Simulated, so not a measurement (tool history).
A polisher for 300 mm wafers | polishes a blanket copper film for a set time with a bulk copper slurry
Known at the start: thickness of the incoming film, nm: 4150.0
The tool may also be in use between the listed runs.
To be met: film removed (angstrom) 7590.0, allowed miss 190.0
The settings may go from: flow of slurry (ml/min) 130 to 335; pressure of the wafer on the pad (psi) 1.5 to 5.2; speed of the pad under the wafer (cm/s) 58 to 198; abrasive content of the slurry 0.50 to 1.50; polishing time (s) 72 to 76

run    day  flow of slurry (ml/min)  pressure of the wafer on the pad (psi)  speed of the pad under the wafer (cm/s)  abrasive content of the slurry  polishing time (s)  film removed (angstrom)
  1  0.000                      215                                     3.3                                      128                            1.00                  72                  10476.0
  2  0.242                      215                                     3.3                                      108                            1.00                  72                   8778.9
  3  0.575                      210                                     3.2                                      108                            1.00                  72                   8577.7
  4  0.875                      210                                     3.2                                      108                            1.00                  72                   8393.7
     1.083  -- worn pad replaced by a new one
  5  1.083                      200                                     3.1                                      108                            1.00                  72                   8671.9
  6  1.117                      170                                     3.1                                      108                            1.00                  72                   8469.5
  7  1.225                      170                                     3.0                                      108                            1.00                  72                   8132.7
  8  1.550                      170                                     2.9                                      108                            1.00                  72                   7802.7

Which of these 5 next moves meets every target?
  A  1.875                      145                                     2.9                                       88                            1.35                  74                        ?
  B  1.875                      170                                     3.1                                      100                            0.95                  76                        ?
  C  1.875                      135                                     2.9                                      110                            1.20                  72                        ?
  D  1.875                      150                                     2.9                                      106                            1.00                  72                        ?
  E  1.875                      130                                     3.8                                       88                            1.00                  72                        ?

move  film removed (angstrom)
   A                   7139.3
   B                   8098.9
   C                   8221.3
   D                   7607.2
   E                   8098.5
A: takes the result that was furthest off past its target
B: further off than the last run
C: further off than the last run
D: meets every target
E: further off than the last run
The right move is D.
